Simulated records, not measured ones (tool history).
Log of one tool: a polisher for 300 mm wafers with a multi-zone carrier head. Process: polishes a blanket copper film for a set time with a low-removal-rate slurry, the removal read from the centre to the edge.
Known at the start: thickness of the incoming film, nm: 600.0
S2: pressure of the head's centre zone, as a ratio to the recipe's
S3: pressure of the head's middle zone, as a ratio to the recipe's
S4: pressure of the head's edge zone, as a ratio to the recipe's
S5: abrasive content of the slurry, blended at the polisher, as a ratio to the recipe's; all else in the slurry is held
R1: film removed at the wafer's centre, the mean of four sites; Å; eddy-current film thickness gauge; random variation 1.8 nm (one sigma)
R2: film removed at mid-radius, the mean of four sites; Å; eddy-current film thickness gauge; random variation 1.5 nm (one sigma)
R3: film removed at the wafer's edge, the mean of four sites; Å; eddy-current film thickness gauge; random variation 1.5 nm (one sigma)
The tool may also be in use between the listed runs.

Run 1, day 0: flow of slurry (ml/min) 270, S2 1, S3 1, S4 1, S5 1, polishing time (s) 55. Result: R1 1699.3 Å, R2 1735.5 Å, R3 1667.3 Å.
Run 2, day 0.175: flow of slurry (ml/min) 270, S2 1, S3 1.01, S4 0.97, S5 0.9, polishing time (s) 53. Result: R1 1633 Å, R2 1629 Å, R3 1569.9 Å.
Run 3, day 0.408: flow of slurry (ml/min) 275, S2 1, S3 1.04, S4 0.95, S5 0.85, polishing time (s) 50. Result: R1 1551.4 Å, R2 1590.1 Å, R3 1496.4 Å.
Run 4, day 0.733: flow of slurry (ml/min) 275, S2 1.01, S3 1.07, S4 0.93, S5 0.8, polishing time (s) 47. Result: R1 1447.4 Å, R2 1486.7 Å, R3 1356.1 Å.
Run 5, day 0.825: flow of slurry (ml/min) 275, S2 1.01, S3 1.04, S4 0.93, S5 0.8, polishing time (s) 47. Result: R1 1465.4 Å, R2 1458.6 Å, R3 1391.6 Å.
Run 6, day 1.154: flow of slurry (ml/min) 275, S2 1.01, S3 1.04, S4 0.93, S5 0.8, polishing time (s) 57. Result: R1 1736.4 Å, R2 1780.7 Å, R3 1679.1 Å.
Run 7, day 1.521: flow of slurry (ml/min) 275, S2 1.02, S3 1.07, S4 0.92, S5 0.8, polishing time (s) 53. Result: R1 1666 Å, R2 1689.6 Å, R3 1506.8 Å.
Run 8, day 1.892: flow of slurry (ml/min) 270, S2 1.02, S3 1.08, S4 0.91, S5 0.75, polishing time (s) 51. Result: R1 1570.7 Å, R2 1606.3 Å, R3 1442.8 Å.

Forecast run 9:
Run 9, day 2: flow of slurry (ml/min) 310, S2 1.06, S3 1.17, S4 0.84, S5 0.55, polishing time (s) 38. Result: R1 ?, R2 ?, R3 ?.

Run 9 gave R1 1174.6 Å, R2 1266.7 Å, R3 1024.6 Å.
